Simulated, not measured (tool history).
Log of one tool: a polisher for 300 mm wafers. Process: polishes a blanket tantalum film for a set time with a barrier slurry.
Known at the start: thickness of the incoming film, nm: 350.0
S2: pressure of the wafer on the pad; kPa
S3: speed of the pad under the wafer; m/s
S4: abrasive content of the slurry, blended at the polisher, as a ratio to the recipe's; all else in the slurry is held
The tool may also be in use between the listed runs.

run 1 day=0.000 | flow_of_slurry_(ml/min)=240 S2=11.0 S3=1.14 S4=1.00 polishing_time_(s)=45 | film_removed_(angstrom)=816.59
run 2 day=0.121 | flow_of_slurry_(ml/min)=275 S2=11.0 S3=1.14 S4=1.00 polishing_time_(s)=45 | film_removed_(angstrom)=821.82
run 3 day=0.167 | flow_of_slurry_(ml/min)=275 S2=9.7 S3=1.14 S4=1.00 polishing_time_(s)=45 | film_removed_(angstrom)=726.66
run 4 day=0.262 | flow_of_slurry_(ml/min)=275 S2=9.7 S3=1.30 S4=1.00 polishing_time_(s)=45 | film_removed_(angstrom)=831.20
run 5 day=0.629 | flow_of_slurry_(ml/min)=275 S2=9.7 S3=1.30 S4=0.85 polishing_time_(s)=45 | film_removed_(angstrom)=811.67
run 6 day=0.946 | flow_of_slurry_(ml/min)=275 S2=9.7 S3=1.08 S4=0.85 polishing_time_(s)=45 | film_removed_(angstrom)=663.80
run 7 day=1.125 | flow_of_slurry_(ml/min)=275 S2=9.0 S3=1.08 S4=0.85 polishing_time_(s)=45 | film_removed_(angstrom)=622.74

Run 8 comes next. What will it give?
run 8 day=1.208 | flow_of_slurry_(ml/min)=275 S2=8.3 S3=1.08 S4=0.85 polishing_time_(s)=45 | film_removed_(angstrom)=?

film removed (angstrom): 595.99

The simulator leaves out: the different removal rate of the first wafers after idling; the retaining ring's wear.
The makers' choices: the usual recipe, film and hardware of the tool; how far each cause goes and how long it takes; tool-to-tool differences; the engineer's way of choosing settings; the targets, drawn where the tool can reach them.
